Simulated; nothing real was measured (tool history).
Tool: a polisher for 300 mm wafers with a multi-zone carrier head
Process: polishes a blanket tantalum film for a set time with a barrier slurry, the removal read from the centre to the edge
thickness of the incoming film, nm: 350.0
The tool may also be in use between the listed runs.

| run | hour | flow of slurry (ml/min) | pressure of the head's centre zone | pressure of the head's middle zone | pressure of the head's edge zone | abrasive content of the slurry | polishing time (s) | film removed at the wafer's centre (nm) | film removed at mid-radius (nm) | film removed at the wafer's edge (nm) |
|---|---|---|---|---|---|---|---|---|---|---|
| 1 | 0.0 | 285 | 1.00 | 1.00 | 1.00 | 1.00 | 32 | 76.140 | 74.378 | 70.996 |
| 2 | 1.4 | 295 | 1.03 | 1.05 | 1.03 | 1.15 | 34 | 88.451 | 88.314 | 82.064 |
| 3 | 2.3 | 295 | 1.03 | 1.13 | 1.03 | 1.15 | 34 | 85.418 | 93.317 | 82.647 |
| 4 | 8.7 | 310 | 1.07 | 1.15 | 1.04 | 1.25 | 34 | 91.356 | 96.776 | 82.842 |
| 5 | 13.7 | 310 | 1.07 | 1.19 | 1.04 | 1.25 | 34 | 91.417 | 99.831 | 83.658 |
| 6 | 19.4 | 310 | 1.07 | 1.19 | 0.98 | 1.25 | 34 | 93.826 | 97.992 | 81.532 |
| 7 | 20.6 | 310 | 1.08 | 1.18 | 1.01 | 1.30 | 35 | 96.737 | 102.180 | 87.941 |
| 8 | 26.6 | 335 | 1.09 | 1.18 | 1.01 | 1.35 | 36 | 102.320 | 107.960 | 90.841 |

Forecast run 9:
| 9 | 29.4 | 335 | 1.10 | 1.18 | 1.02 | 1.40 | 37 | ? | ? | ? |

{"run 9": {"film removed at the wafer's centre (nm)": 108.42, "film removed at mid-radius (nm)": 110.78, "film removed at the wafer's edge (nm)": 92.813}}
